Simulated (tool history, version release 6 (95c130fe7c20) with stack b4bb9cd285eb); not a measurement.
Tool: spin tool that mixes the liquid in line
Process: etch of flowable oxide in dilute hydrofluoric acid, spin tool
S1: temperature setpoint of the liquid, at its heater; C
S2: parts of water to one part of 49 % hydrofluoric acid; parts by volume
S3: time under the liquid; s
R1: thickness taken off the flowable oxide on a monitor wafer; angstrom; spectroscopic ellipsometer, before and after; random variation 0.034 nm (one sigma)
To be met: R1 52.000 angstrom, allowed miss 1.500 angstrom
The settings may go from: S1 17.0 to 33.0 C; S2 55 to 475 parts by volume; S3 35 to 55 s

{"run": 1, "hour": 0.0, "S1": 25.0, "S2": 265, "S3": 55, "R1": 66.73}
{"run": 2, "hour": 8.6, "S1": 25.0, "S2": 175, "S3": 55, "R1": 112.96}
{"run": 3, "hour": 11.3, "S1": 25.0, "S2": 175, "S3": 35, "R1": 71.929}
{"run": 4, "hour": 18.2, "S1": 23.0, "S2": 180, "S3": 35, "R1": 63.634}
{"run": 5, "hour": 23.9, "S1": 20.5, "S2": 180, "S3": 35, "R1": 58.376}
{"run": 6, "hour": 28.4, "S1": 20.5, "S2": 180, "S3": 55, "R1": 90.209}
{"run": 7, "hour": 36.2, "S1": 20.0, "S2": 210, "S3": 55, "R1": 73.603}
{"run": 8, "hour": 42.0, "S1": 19.5, "S2": 230, "S3": 55, "R1": 65.154}
{"run": 9, "hour": 44.3, "S1": 19.0, "S2": 240, "S3": 55, "R1": 61.028}
{"run": 10, "hour": 46.3, "S1": 18.5, "S2": 245, "S3": 55, "R1": 58.084}

4 next moves are on the table. One of them brings every result within its allowed miss. Which?
{"run": "A", "hour": 48.3, "S1": 20.0, "S2": 280, "S3": 55, "R1": "?"}
{"run": "B", "hour": 48.3, "S1": 17.5, "S2": 215, "S3": 55, "R1": "?"}
{"run": "C", "hour": 48.3, "S1": 18.0, "S2": 190, "S3": 35, "R1": "?"}
{"run": "D", "hour": 48.3, "S1": 17.0, "S2": 205, "S3": 55, "R1": "?"}

move=A R1=51.637
move=B R1=64.859
move=C R1=48.756
move=D R1=67.301
A: meets every target
B: further off than the last run
C: takes the result that was furthest off past its target
D: further off than the last run
Answer: A

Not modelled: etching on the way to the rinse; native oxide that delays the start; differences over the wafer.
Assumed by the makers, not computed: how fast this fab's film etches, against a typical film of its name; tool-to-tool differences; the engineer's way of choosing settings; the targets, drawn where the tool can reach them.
